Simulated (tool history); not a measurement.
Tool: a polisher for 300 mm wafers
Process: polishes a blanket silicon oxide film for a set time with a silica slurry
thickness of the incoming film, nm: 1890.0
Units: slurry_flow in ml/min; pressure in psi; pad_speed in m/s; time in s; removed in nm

run  hour  slurry_flow  pressure  pad_speed  slurry_solids  time  removed
  1   0.0          290       4.7       1.50            1.0    55   228.26
  2   8.1          290       5.0       1.50            1.0    55   239.23
  3  12.7          290       5.0       1.68            1.0    55   263.11
  4  20.5          290       5.2       1.68            1.0    55   270.86
  5  28.2          290       5.4       1.68            1.0    55   275.65
  6  30.8          290       5.6       1.68            1.0    55   286.13
  7  36.4          300       6.9       1.70            1.0    55   344.96

Run 8 comes next. What will it give?
  8  41.9          300       7.1       1.72            1.0    55        ?

removed: 349.71 nm
